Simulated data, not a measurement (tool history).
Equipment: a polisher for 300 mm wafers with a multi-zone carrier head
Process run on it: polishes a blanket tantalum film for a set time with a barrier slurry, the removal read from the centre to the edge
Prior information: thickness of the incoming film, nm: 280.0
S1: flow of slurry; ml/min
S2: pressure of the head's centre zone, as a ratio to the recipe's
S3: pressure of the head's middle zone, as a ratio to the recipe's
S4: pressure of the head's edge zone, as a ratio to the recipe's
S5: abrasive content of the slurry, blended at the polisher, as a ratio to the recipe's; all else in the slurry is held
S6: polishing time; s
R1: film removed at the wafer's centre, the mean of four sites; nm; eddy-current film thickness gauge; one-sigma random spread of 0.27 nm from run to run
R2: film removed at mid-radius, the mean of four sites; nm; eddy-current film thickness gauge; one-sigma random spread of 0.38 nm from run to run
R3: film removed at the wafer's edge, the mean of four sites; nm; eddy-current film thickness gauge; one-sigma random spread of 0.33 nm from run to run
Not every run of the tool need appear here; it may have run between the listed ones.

run,hour,S1,S2,S3,S4,S5,S6,R1,R2,R3
1,0.0,150,1.00,1.00,1.00,1.00,32,43.628,46.526,45.832
2,5.4,145,0.98,0.98,0.97,0.85,29,37.313,38.472,39.496
3,8.4,145,0.98,1.05,0.97,0.85,29,37.326,41.650,39.579
4,13.7,145,0.98,1.05,0.97,0.85,21,26.720,30.317,28.206
5,21.4,145,0.98,1.05,0.89,0.85,21,26.879,29.566,27.500
6,27.0,145,0.92,1.05,0.89,0.85,21,24.774,29.940,27.476
7,34.6,140,0.93,1.03,0.88,0.85,21,25.120,29.727,27.636

What will run 8 give?
8,43.3,140,0.94,1.01,0.87,0.80,21,?,?,?

{"run 8": {"R1": 24.961, "R2": 28.566, "R3": 26.272}}

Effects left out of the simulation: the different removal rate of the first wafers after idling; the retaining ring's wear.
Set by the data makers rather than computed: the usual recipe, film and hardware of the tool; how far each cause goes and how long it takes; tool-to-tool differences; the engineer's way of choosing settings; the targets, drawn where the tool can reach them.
